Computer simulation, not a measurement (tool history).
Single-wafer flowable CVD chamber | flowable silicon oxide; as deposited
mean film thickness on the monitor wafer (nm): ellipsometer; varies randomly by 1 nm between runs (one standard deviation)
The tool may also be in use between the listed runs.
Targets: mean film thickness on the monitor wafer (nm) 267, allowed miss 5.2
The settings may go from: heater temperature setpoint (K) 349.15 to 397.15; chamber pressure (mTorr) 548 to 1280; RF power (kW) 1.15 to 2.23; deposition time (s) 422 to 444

| run | hour | heater temperature setpoint (K) | chamber pressure (mTorr) | RF power (kW) | deposition time (s) | mean film thickness on the monitor wafer (nm) |
|---|---|---|---|---|---|---|
| 1 | 0 | 373.15 | 914 | 1.69 | 444 | 295.14 |
| 2 | 1.5 | 366.15 | 914 | 1.69 | 444 | 384.22 |
| 3 | 2.2 | 368.15 | 914 | 1.69 | 444 | 355.87 |
| 4 | 4.8 | 368.15 | 914 | 1.69 | 444 | 356.41 |
| 5 | 9.4 | 368.15 | 914 | 1.88 | 444 | 360.64 |
| 6 | 14.3 | 370.15 | 914 | 1.88 | 444 | 333.72 |
| 7 | 23.1 | 371.15 | 914 | 1.88 | 444 | 322.65 |
| 8 | 25.4 | 372.15 | 914 | 1.88 | 444 | 311.33 |
| 9 | 30.2 | 373.15 | 914 | 1.88 | 444 | 298.7 |
| 10 | 36.4 | 374.15 | 914 | 1.88 | 444 | 287.77 |
| 11 | 43 | 375.15 | 914 | 1.88 | 444 | 275.92 |

Below are 5 possible settings for the next run. Only one of them brings all results inside the allowed miss of their targets. Which is it?
| A | 49.6 | 375.15 | 929 | 1.755 | 441 | ? |
| B | 49.6 | 368.15 | 715 | 1.885 | 422 | ? |
| C | 49.6 | 369.15 | 754 | 1.76 | 444 | ? |
| D | 49.6 | 374.15 | 914 | 2.225 | 437 | ? |
| E | 49.6 | 377.15 | 997 | 2.08 | 442 | ? |

| move | mean film thickness on the monitor wafer (nm) |
|---|---|
| A | 277.5 |
| B | 270.17 |
| C | 285.27 |
| D | 291.7 |
| E | 283.5 |
A: further off than the last run
B: every result lands within tolerance
C: further off than the last run
D: further off than the last run
E: further off than the last run
Answer: B
